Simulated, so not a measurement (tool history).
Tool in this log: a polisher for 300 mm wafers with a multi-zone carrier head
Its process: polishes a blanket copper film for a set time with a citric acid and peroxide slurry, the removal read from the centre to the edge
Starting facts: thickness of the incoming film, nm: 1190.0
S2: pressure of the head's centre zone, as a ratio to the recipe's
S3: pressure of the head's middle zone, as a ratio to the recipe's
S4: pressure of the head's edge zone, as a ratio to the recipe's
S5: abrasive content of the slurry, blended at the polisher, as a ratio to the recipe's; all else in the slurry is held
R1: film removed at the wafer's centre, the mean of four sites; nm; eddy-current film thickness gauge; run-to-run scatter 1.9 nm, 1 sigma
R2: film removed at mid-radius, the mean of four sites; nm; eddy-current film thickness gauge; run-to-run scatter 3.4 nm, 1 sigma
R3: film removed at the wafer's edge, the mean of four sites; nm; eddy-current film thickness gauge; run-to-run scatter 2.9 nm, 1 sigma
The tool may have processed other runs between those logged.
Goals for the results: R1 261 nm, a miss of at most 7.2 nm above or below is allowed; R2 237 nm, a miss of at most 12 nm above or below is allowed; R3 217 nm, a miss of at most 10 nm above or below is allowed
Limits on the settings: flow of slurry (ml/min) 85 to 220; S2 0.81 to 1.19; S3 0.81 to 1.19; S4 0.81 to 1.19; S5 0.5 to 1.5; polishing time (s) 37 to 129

Run 1, hour 0: flow of slurry (ml/min) 140, S2 1, S3 1, S4 1, S5 1, polishing time (s) 83. Result: R1 223.45 nm, R2 221.79 nm, R3 227.64 nm.
Run 2, hour 6.5: flow of slurry (ml/min) 150, S2 1.02, S3 1.01, S4 0.98, S5 0.95, polishing time (s) 83. Result: R1 227.98 nm, R2 221.35 nm, R3 225.82 nm.
Run 3, hour 7.8: flow of slurry (ml/min) 160, S2 1.04, S3 1.03, S4 0.96, S5 0.95, polishing time (s) 83. Result: R1 234.34 nm, R2 230.59 nm, R3 218.05 nm.
Run 4, hour 9.4: flow of slurry (ml/min) 160, S2 1.04, S3 1.03, S4 0.96, S5 1.15, polishing time (s) 83. Result: R1 244.73 nm, R2 238.46 nm, R3 230.14 nm.
Run 5, hour 12.1: flow of slurry (ml/min) 165, S2 1.05, S3 1.03, S4 0.95, S5 1.15, polishing time (s) 83. Result: R1 243.79 nm, R2 237.64 nm, R3 230.89 nm.
Run 6, hour 15.9: flow of slurry (ml/min) 150, S2 1.05, S3 1.03, S4 0.95, S5 1.15, polishing time (s) 83. Result: R1 242.1 nm, R2 239.9 nm, R3 220.45 nm.
Run 7, hour 24.8: flow of slurry (ml/min) 155, S2 1.06, S3 1.03, S4 0.95, S5 1.15, polishing time (s) 83. Result: R1 245.67 nm, R2 240.06 nm, R3 224.27 nm.
Run 8, hour 25.7: flow of slurry (ml/min) 155, S2 1.07, S3 1.03, S4 0.94, S5 1.15, polishing time (s) 83. Result: R1 246.4 nm, R2 236.77 nm, R3 221.33 nm.

Pick the move, out of 5, that brings all results within their allowed miss; only one does.
Run A, hour 26.6: flow of slurry (ml/min) 120, S2 1.19, S3 1, S4 0.83, S5 1.2, polishing time (s) 88. Result: R1 ?, R2 ?, R3 ?.
Run B, hour 26.6: flow of slurry (ml/min) 215, S2 1.14, S3 1.04, S4 0.93, S5 1.5, polishing time (s) 75. Result: R1 ?, R2 ?, R3 ?.
Run C, hour 26.6: flow of slurry (ml/min) 210, S2 1.19, S3 1.03, S4 0.91, S5 1.25, polishing time (s) 79. Result: R1 ?, R2 ?, R3 ?.
Run D, hour 26.6: flow of slurry (ml/min) 115, S2 1.19, S3 0.97, S4 0.93, S5 1.4, polishing time (s) 80. Result: R1 ?, R2 ?, R3 ?.
Run E, hour 26.6: flow of slurry (ml/min) 170, S2 1.19, S3 0.95, S4 0.94, S5 1.15, polishing time (s) 81. Result: R1 ?, R2 ?, R3 ?.

move      R1      R2      R3
   A  281.35  243.81  222.74
   B  263.75  243.79   221.1
   C  280.41  246.25  223.16
   D  259.93  219.81  217.58
   E  274.45  226.07  224.64
A: carries the result that was furthest off beyond its target, to the other side
B: all results land within tolerance of their targets
C: carries the result that was furthest off beyond its target, to the other side
D: the furthest-off result lands on target, but another misses its tolerance
E: carries the result that was furthest off beyond its target, to the other side
The move that meets every target is B.
